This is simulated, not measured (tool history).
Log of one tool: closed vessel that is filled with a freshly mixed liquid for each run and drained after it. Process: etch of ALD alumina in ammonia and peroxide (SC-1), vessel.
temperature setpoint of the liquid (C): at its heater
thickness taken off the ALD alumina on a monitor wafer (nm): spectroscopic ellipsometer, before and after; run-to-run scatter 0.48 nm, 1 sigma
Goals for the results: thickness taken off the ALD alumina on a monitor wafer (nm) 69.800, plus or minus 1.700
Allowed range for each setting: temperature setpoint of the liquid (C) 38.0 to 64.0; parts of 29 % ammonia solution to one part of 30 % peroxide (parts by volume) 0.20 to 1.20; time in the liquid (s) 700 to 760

run,hour,temperature setpoint of the liquid (C),parts of 29 % ammonia solution to one part of 30 % peroxide (parts by volume),time in the liquid (s),thickness taken off the ALD alumina on a monitor wafer (nm)
1,0.0,48.0,0.80,700,31.154
2,2.1,41.0,0.80,700,20.763
3,3.8,41.0,0.80,760,22.572
4,12.5,41.0,0.55,760,22.059
5,14.7,41.0,0.40,760,21.225
6,21.0,44.5,0.40,760,25.601
7,26.8,52.5,0.45,760,40.894
8,35.6,54.0,0.45,760,43.477
9,41.2,55.5,0.45,760,47.091
10,43.9,57.0,0.45,760,51.503
11,47.0,58.0,0.45,760,54.337
12,52.0,59.0,0.45,760,58.037

4 next moves are on the table. One of them brings every result within its allowed miss. Which?
A,57.0,57.5,0.45,715,?
B,57.0,63.5,0.45,740,?
C,57.0,63.5,0.65,760,?
D,57.0,64.0,0.45,760,?

move,thickness taken off the ALD alumina on a monitor wafer (nm)
A,50.609
B,71.204
C,75.711
D,74.982
A: its largest miss is bigger than the last run's
B: in spec on every target
C: takes the result that was furthest off past its target
D: takes the result that was furthest off past its target
So the answer is move B, the one that meets all the targets.

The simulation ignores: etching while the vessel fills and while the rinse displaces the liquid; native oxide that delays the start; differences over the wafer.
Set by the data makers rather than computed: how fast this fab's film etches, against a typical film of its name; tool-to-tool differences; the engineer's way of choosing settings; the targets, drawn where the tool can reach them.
